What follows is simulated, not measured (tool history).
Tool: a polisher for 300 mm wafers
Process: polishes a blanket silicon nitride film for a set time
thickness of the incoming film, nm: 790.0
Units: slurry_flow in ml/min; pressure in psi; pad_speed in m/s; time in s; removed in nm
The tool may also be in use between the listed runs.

run    day  slurry_flow  pressure  pad_speed  time  removed
  1  0.000          235       4.7       0.98   122   290.16
  2  0.112          235       4.5       0.98   122   284.63
  3  0.475          235       4.5       0.82   122   242.28
  4  0.542          235       4.5       0.66   122   211.22
  5  0.583          260       4.5       0.66   122   215.12
  6  0.679          260       4.5       0.66   127   221.23
  7  0.775          260       4.4       0.66   127   219.79
  8  1.096          260       4.3       0.66   127   216.81
  9  1.400          260       4.2       0.66   127   212.94

The next listed run, before its measurement:
 10  1.529          260       4.1       0.66   127        ?

removed: 206.01 nm
